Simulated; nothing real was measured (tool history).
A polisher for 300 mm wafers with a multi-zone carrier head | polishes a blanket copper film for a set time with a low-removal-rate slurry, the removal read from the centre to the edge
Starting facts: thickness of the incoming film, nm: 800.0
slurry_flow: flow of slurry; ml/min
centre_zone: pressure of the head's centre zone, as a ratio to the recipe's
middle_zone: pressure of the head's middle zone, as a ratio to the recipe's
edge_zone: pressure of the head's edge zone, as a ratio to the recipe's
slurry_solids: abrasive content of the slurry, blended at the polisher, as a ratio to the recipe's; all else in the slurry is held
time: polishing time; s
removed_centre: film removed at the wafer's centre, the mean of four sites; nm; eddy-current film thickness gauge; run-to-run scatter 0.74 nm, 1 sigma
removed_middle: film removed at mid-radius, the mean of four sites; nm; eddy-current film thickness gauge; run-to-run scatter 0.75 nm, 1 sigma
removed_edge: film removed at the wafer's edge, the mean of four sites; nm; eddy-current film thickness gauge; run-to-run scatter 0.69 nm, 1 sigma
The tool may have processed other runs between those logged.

run 1 hour=0 | slurry_flow=135 centre_zone=1 middle_zone=1 edge_zone=1 slurry_solids=1 time=38 | removed_centre=113.28 removed_middle=113.83 removed_edge=107.86
run 2 hour=1.6 | slurry_flow=135 centre_zone=1 middle_zone=1 edge_zone=1 slurry_solids=0.9 time=38 | removed_centre=108.65 removed_middle=110.69 removed_edge=107.14
run 3 hour=7.3 | slurry_flow=135 centre_zone=1 middle_zone=1 edge_zone=1 slurry_solids=1 time=38 | removed_centre=113.93 removed_middle=114.11 removed_edge=109.88
run 4 hour=12.1 | slurry_flow=120 centre_zone=1 middle_zone=1 edge_zone=1 slurry_solids=1 time=38 | removed_centre=114.77 removed_middle=109.88 removed_edge=108.43
run 5 hour=17.7 | slurry_flow=115 centre_zone=0.99 middle_zone=0.97 edge_zone=0.98 slurry_solids=0.85 time=33 | removed_centre=90.931 removed_middle=88.843 removed_edge=88.85
run 6 hour=25.7 | slurry_flow=115 centre_zone=0.99 middle_zone=0.97 edge_zone=0.9 slurry_solids=0.85 time=33 | removed_centre=90.789 removed_middle=86.31 removed_edge=83.933

What does the tool deliver on the next run?
run 7 hour=30.9 | slurry_flow=110 centre_zone=0.97 middle_zone=0.93 edge_zone=0.89 slurry_solids=0.75 time=31 | removed_centre=? removed_middle=? removed_edge=?

Run 7 measured removed_centre 77.797 nm, removed_middle 74.718 nm, removed_edge 74.064 nm.
